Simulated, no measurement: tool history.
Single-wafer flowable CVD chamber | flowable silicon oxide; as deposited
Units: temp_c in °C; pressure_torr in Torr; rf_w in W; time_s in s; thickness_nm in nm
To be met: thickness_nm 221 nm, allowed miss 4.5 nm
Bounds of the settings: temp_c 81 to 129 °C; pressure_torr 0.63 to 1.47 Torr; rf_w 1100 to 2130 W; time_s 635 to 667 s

run 1 hour=0 | temp_c=105 pressure_torr=1.05 rf_w=1615 time_s=667 | thickness_nm=443.07
run 2 hour=7.6 | temp_c=105 pressure_torr=1.23 rf_w=1615 time_s=667 | thickness_nm=515.23
run 3 hour=16.6 | temp_c=105 pressure_torr=1.23 rf_w=1615 time_s=635 | thickness_nm=487.67
run 4 hour=18.1 | temp_c=105 pressure_torr=1.23 rf_w=1615 time_s=667 | thickness_nm=511.49
run 5 hour=20.9 | temp_c=105 pressure_torr=1.23 rf_w=1835 time_s=667 | thickness_nm=528.13
run 6 hour=23.6 | temp_c=109 pressure_torr=1.22 rf_w=1835 time_s=667 | thickness_nm=449.48
run 7 hour=26.9 | temp_c=112 pressure_torr=1.22 rf_w=1835 time_s=667 | thickness_nm=404.75
run 8 hour=32.9 | temp_c=115 pressure_torr=1.22 rf_w=1835 time_s=667 | thickness_nm=367.29
run 9 hour=40.4 | temp_c=127 pressure_torr=1.16 rf_w=1830 time_s=667 | thickness_nm=236.48

5 next moves are on the table. One of them brings every result within its allowed miss. Which?
run A hour=47.9 | temp_c=127 pressure_torr=1.21 rf_w=1870 time_s=651 | thickness_nm=?
run B hour=47.9 | temp_c=126 pressure_torr=1.02 rf_w=1770 time_s=650 | thickness_nm=?
run C hour=47.9 | temp_c=128 pressure_torr=1.18 rf_w=1835 time_s=645 | thickness_nm=?
run D hour=47.9 | temp_c=129 pressure_torr=1.2 rf_w=1780 time_s=635 | thickness_nm=?
run E hour=47.9 | temp_c=121 pressure_torr=1.1 rf_w=1715 time_s=635 | thickness_nm=?

move=A thickness_nm=243.42
move=B thickness_nm=211.15
move=C thickness_nm=228.82
move=D thickness_nm=221.59
move=E thickness_nm=255.32
A: further off than the last run
B: takes the result that was furthest off past its target
C: nearer than the last run, and not there yet
D: meets every target
E: further off than the last run
Move D is the one to make.
